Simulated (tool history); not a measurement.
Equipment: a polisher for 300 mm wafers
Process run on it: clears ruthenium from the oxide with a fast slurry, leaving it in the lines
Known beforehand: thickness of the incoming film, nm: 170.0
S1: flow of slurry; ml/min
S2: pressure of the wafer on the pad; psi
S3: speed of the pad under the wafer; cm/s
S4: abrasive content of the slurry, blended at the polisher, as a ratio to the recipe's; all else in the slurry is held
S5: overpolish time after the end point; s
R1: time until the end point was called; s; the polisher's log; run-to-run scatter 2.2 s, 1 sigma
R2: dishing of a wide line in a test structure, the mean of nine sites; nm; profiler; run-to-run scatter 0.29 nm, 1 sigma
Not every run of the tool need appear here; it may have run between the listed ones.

Run 1, hour 0: S1 225 ml/min, S2 2.2 psi, S3 106 cm/s, S4 1, S5 13 s. Result: R1 53.755 s, R2 31.34 nm.
Run 2, hour 7.2: S1 225 ml/min, S2 2.2 psi, S3 106 cm/s, S4 1, S5 9 s. Result: R1 55.35 s, R2 22.975 nm.
Run 3, hour 8.5: S1 225 ml/min, S2 2.1 psi, S3 102 cm/s, S4 1, S5 10 s. Result: R1 59.997 s, R2 23.264 nm.
Run 4, hour 11.1: S1 190 ml/min, S2 2.1 psi, S3 102 cm/s, S4 1, S5 10 s. Result: R1 62.119 s, R2 22.924 nm.
Run 5, hour 12.2: S1 185 ml/min, S2 2 psi, S3 100 cm/s, S4 1, S5 11 s. Result: R1 65.45 s, R2 23.31 nm.
Run 6, hour 13.2: S1 185 ml/min, S2 1.9 psi, S3 98 cm/s, S4 1, S5 12 s. Result: R1 68.487 s, R2 24.034 nm.

Estimate the outcome of run 7 from the log above:
Run 7, hour 15.6: S1 180 ml/min, S2 1.3 psi, S3 68 cm/s, S4 1, S5 18 s. Result: R1 ?, R2 ?.

R1: 139.2 s
R2: 19.101 nm
